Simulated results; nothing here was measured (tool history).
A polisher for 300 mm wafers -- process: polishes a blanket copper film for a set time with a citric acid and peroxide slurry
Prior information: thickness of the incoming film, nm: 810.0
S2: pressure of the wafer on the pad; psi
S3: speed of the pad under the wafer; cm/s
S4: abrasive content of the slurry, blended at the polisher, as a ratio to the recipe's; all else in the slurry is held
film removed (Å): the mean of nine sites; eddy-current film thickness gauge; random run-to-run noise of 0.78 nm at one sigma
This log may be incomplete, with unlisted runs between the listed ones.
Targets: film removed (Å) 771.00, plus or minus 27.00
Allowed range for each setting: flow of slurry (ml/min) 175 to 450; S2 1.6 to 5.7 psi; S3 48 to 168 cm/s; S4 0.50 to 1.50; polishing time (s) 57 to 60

{"run": 1, "hour": 0.0, "flow of slurry (ml/min)": 290, "S2": 3.6, "S3": 108, "S4": 1.0, "polishing time (s)": 57, "film removed (Å)": 1510.1}
{"run": 2, "hour": 3.3, "flow of slurry (ml/min)": 290, "S2": 3.4, "S3": 106, "S4": 1.0, "polishing time (s)": 57, "film removed (Å)": 1383.1}
{"run": 3, "hour": 9.9, "flow of slurry (ml/min)": 290, "S2": 4.0, "S3": 106, "S4": 1.0, "polishing time (s)": 57, "film removed (Å)": 1615.1}
{"run": 4, "hour": 18.4, "flow of slurry (ml/min)": 290, "S2": 3.8, "S3": 104, "S4": 1.0, "polishing time (s)": 57, "film removed (Å)": 1510.0}
{"run": 5, "hour": 21.0, "flow of slurry (ml/min)": 290, "S2": 3.6, "S3": 102, "S4": 1.0, "polishing time (s)": 57, "film removed (Å)": 1391.7}
{"run": 6, "hour": 23.0, "flow of slurry (ml/min)": 290, "S2": 4.1, "S3": 102, "S4": 1.0, "polishing time (s)": 57, "film removed (Å)": 1571.7}
{"run": 7, "hour": 24.8, "flow of slurry (ml/min)": 290, "S2": 3.9, "S3": 100, "S4": 1.0, "polishing time (s)": 57, "film removed (Å)": 1452.6}
{"run": 8, "hour": 30.2, "flow of slurry (ml/min)": 290, "S2": 3.7, "S3": 100, "S4": 1.0, "polishing time (s)": 57, "film removed (Å)": 1398.0}
{"run": 9, "hour": 33.1, "flow of slurry (ml/min)": 290, "S2": 3.5, "S3": 100, "S4": 1.0, "polishing time (s)": 57, "film removed (Å)": 1325.5}
{"run": 10, "hour": 38.5, "flow of slurry (ml/min)": 290, "S2": 2.5, "S3": 96, "S4": 1.0, "polishing time (s)": 57, "film removed (Å)": 932.78}
{"run": 11, "hour": 39.7, "flow of slurry (ml/min)": 290, "S2": 2.4, "S3": 96, "S4": 1.0, "polishing time (s)": 57, "film removed (Å)": 899.82}

Exactly one of the 5 candidate moves below puts every result within its allowed miss. Which one?
{"run": "A", "hour": 40.9, "flow of slurry (ml/min)": 270, "S2": 2.6, "S3": 76, "S4": 1.05, "polishing time (s)": 57, "film removed (Å)": "?"}
{"run": "B", "hour": 40.9, "flow of slurry (ml/min)": 345, "S2": 2.8, "S3": 74, "S4": 0.9, "polishing time (s)": 60, "film removed (Å)": "?"}
{"run": "C", "hour": 40.9, "flow of slurry (ml/min)": 230, "S2": 2.0, "S3": 94, "S4": 0.8, "polishing time (s)": 57, "film removed (Å)": "?"}
{"run": "D", "hour": 40.9, "flow of slurry (ml/min)": 280, "S2": 2.0, "S3": 102, "S4": 1.0, "polishing time (s)": 60, "film removed (Å)": "?"}
{"run": "E", "hour": 40.9, "flow of slurry (ml/min)": 275, "S2": 2.2, "S3": 82, "S4": 0.95, "polishing time (s)": 58, "film removed (Å)": "?"}

move=A film_removed_(Å)=772.38
move=B film_removed_(Å)=844.52
move=C film_removed_(Å)=684.97
move=D film_removed_(Å)=833.96
move=E film_removed_(Å)=708.17
A: meets every target
B: closer than the last run, but not yet in spec
C: takes the result that was furthest off past its target
D: closer than the last run, but not yet in spec
E: takes the result that was furthest off past its target
Go with A: it meets all targets.
